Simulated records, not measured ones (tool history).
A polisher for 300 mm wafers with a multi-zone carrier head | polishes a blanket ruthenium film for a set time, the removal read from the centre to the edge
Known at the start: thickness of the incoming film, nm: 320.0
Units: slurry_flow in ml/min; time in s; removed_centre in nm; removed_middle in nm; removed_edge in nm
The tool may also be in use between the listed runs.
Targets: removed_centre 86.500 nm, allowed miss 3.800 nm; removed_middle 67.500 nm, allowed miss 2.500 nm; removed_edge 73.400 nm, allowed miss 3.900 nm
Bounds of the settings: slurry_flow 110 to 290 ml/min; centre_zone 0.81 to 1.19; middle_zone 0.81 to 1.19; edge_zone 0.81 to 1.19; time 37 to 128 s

run	day	slurry_flow	centre_zone	middle_zone	edge_zone	time	removed_centre	removed_middle	removed_edge
1	0.000	185	1.00	1.00	1.00	82	66.259	62.888	67.180
2	0.217	195	1.04	1.00	1.01	83	70.791	65.857	68.839
3	0.300	195	1.04	1.00	1.01	91	76.853	72.001	75.576
4	0.433	195	1.07	0.98	1.00	91	79.323	71.254	74.942
5	0.771	195	1.07	0.98	1.00	105	89.856	82.260	85.038
6	1.142	185	1.08	0.95	0.97	104	89.037	76.831	83.408
7	1.500	180	1.09	0.95	0.94	103	88.309	77.867	82.407
8	1.767	180	1.11	0.94	0.93	101	88.526	76.568	80.976
9	2.029	180	1.13	0.92	0.92	99	88.784	72.327	78.441

Which of these 4 next moves meets every target?
A	2.292	210	1.12	1.03	0.88	99	?	?	?
B	2.292	185	1.19	0.91	0.95	92	?	?	?
C	2.292	190	1.19	0.91	0.93	102	?	?	?
D	2.292	160	1.06	0.91	0.91	104	?	?	?

move	removed_centre	removed_middle	removed_edge
A	90.587	81.383	79.979
B	86.718	68.639	76.156
C	96.532	76.376	83.820
D	87.300	76.043	83.105
A: further off than the last run
B: meets every target
C: further off than the last run
D: further off than the last run
Answer: B

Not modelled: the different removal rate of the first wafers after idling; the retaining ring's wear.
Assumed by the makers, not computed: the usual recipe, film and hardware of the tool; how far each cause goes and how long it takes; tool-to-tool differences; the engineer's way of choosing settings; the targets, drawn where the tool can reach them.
